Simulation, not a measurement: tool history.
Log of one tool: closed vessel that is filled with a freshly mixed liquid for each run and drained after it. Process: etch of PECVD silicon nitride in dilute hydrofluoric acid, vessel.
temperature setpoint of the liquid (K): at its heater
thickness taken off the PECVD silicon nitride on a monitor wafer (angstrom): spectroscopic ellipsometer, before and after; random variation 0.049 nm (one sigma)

| run | hour | temperature setpoint of the liquid (K) | parts of water to one part of 49 % hydrofluoric acid (parts by volume) | time in the liquid (s) | thickness taken off the PECVD silicon nitride on a monitor wafer (angstrom) |
|---|---|---|---|---|---|
| 1 | 0 | 296.15 | 160 | 720 | 71.648 |
| 2 | 6 | 297.15 | 160 | 720 | 76.591 |
| 3 | 10.7 | 294.15 | 160 | 720 | 62.83 |
| 4 | 16.5 | 294.15 | 160 | 720 | 63.003 |
| 5 | 18.1 | 295.65 | 160 | 720 | 69.57 |
| 6 | 27 | 296.65 | 160 | 720 | 73.133 |

Run 7 comes next. What will it give?
| 7 | 34.1 | 297.65 | 160 | 720 | ? |

{"run 7": {"thickness taken off the PECVD silicon nitride on a monitor wafer (angstrom)": 79.372}}
